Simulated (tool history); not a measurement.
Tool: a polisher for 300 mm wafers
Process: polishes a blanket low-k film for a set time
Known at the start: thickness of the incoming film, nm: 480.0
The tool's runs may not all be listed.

run	day	flow of slurry (ml/min)	pressure of the wafer on the pad (psi)	speed of the pad under the wafer (cm/s)	abrasive content of the slurry	polishing time (s)	film removed (Å)
1	0	205	2.3	104	1	31	167.52
2	0.112	170	2.3	104	1	31	164.36
3	0.321	170	2.4	104	1	31	170.13
4	0.412	150	2.4	104	1	31	167.89
5	0.629	170	2.4	104	1	31	169.67
6	0.662	170	2.5	104	1	31	176.11
7	0.829	170	2.6	104	1	31	186.85

Run 8 comes next. What will it give?
8	0.954	175	2.7	104	1	31	?

film removed (Å): 191.18

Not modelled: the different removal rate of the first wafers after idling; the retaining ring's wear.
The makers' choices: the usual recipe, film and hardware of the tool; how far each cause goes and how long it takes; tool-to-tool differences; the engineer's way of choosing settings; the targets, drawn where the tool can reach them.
